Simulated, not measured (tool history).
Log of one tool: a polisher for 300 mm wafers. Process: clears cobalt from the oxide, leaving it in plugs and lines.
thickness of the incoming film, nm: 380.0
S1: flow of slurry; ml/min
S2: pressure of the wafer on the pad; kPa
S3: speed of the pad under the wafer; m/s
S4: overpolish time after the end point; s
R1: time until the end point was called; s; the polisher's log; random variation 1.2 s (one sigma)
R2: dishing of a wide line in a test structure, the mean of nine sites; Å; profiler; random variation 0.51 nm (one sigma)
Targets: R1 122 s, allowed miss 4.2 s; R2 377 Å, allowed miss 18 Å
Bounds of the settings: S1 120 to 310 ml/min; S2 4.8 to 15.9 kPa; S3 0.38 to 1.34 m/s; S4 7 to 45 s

Run 1, day 0: S1 200 ml/min, S2 10.3 kPa, S3 0.86 m/s, S4 23 s. Result: R1 103.09 s, R2 566.01 Å.
Run 2, day 0.283: S1 200 ml/min, S2 10.3 kPa, S3 0.86 m/s, S4 21 s. Result: R1 105.73 s, R2 533.37 Å.
Run 3, day 0.533: S1 200 ml/min, S2 10.3 kPa, S3 0.86 m/s, S4 19 s. Result: R1 105.29 s, R2 503.37 Å.
Run 4, day 0.829: S1 200 ml/min, S2 10.3 kPa, S3 0.86 m/s, S4 26 s. Result: R1 104.94 s, R2 620.57 Å.
Run 5, day 1.008: S1 250 ml/min, S2 10.3 kPa, S3 0.86 m/s, S4 26 s. Result: R1 100.79 s, R2 640.67 Å.
Run 6, day 1.138: S1 250 ml/min, S2 7.6 kPa, S3 0.86 m/s, S4 26 s. Result: R1 125.4 s, R2 539.53 Å.
Run 7, day 1.421: S1 250 ml/min, S2 7.6 kPa, S3 0.86 m/s, S4 24 s. Result: R1 124.88 s, R2 517.14 Å.
Run 8, day 1.471: S1 250 ml/min, S2 7.6 kPa, S3 0.86 m/s, S4 22 s. Result: R1 125.67 s, R2 495.46 Å.
Run 9, day 1.796: S1 250 ml/min, S2 7.6 kPa, S3 0.86 m/s, S4 20 s. Result: R1 124.95 s, R2 458.51 Å.
Run 10, day 2.138: S1 250 ml/min, S2 7.6 kPa, S3 0.86 m/s, S4 19 s. Result: R1 124.88 s, R2 447.3 Å.
Run 11, day 2.158: S1 250 ml/min, S2 7.6 kPa, S3 0.86 m/s, S4 18 s. Result: R1 125.72 s, R2 424.49 Å.
Run 12, day 2.408: S1 250 ml/min, S2 7.6 kPa, S3 0.86 m/s, S4 17 s. Result: R1 125.8 s, R2 412.26 Å.

4 next moves are on the table. One of them brings every result within its allowed miss. Which?
Run A, day 2.658: S1 200 ml/min, S2 8.3 kPa, S3 0.86 m/s, S4 15 s. Result: R1 ?, R2 ?.
Run B, day 2.658: S1 165 ml/min, S2 7.6 kPa, S3 0.98 m/s, S4 19 s. Result: R1 ?, R2 ?.
Run C, day 2.658: S1 225 ml/min, S2 9 kPa, S3 0.78 m/s, S4 18 s. Result: R1 ?, R2 ?.
Run D, day 2.658: S1 255 ml/min, S2 8.3 kPa, S3 0.82 m/s, S4 18 s. Result: R1 ?, R2 ?.

move      R1      R2
   A  122.67  374.81
   B  117.92  461.42
   C  125.81  423.03
   D  124.57  426.19
A: meets every target
B: further off than the last run
C: further off than the last run
D: further off than the last run
Answer: A
